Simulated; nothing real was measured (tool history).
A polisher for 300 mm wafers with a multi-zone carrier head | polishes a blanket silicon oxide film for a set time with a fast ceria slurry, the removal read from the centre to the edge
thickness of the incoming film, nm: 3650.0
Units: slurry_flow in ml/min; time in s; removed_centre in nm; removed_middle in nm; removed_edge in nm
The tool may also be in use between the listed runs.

run  hour  slurry_flow  centre_zone  middle_zone  edge_zone  time  removed_centre  removed_middle  removed_edge
  1   0.0          310         1.00         1.00       1.00    80          1067.7          1121.2        1101.2
  2   5.2          310         1.00         1.00       0.96    80          1071.6          1099.4        1069.5
  3  12.5          325         1.04         0.98       1.01    81          1127.9          1064.7        1126.4
  4  13.7          295         1.04         0.98       1.01    81          1109.1          1101.0        1108.8
  5  14.6          295         0.97         0.98       1.01    81          1045.7          1085.1        1139.3
  6  20.6          315         1.01         0.98       1.04    82          1107.7          1106.8        1149.3
  7  23.6          330         1.03         0.98       1.07    83          1147.6          1148.5        1174.1
  8  25.4          345         1.05         0.96       1.09    84          1175.6          1138.0        1219.2
  9  31.3          355         1.07         0.95       1.10    84          1204.6          1137.6        1224.7

Run 10 comes next. What will it give?
 10  40.3          365         1.09         0.94       1.11    84               ?               ?             ?

{"run 10": {"removed_centre": 1223.0, "removed_middle": 1112.1, "removed_edge": 1218.5}}
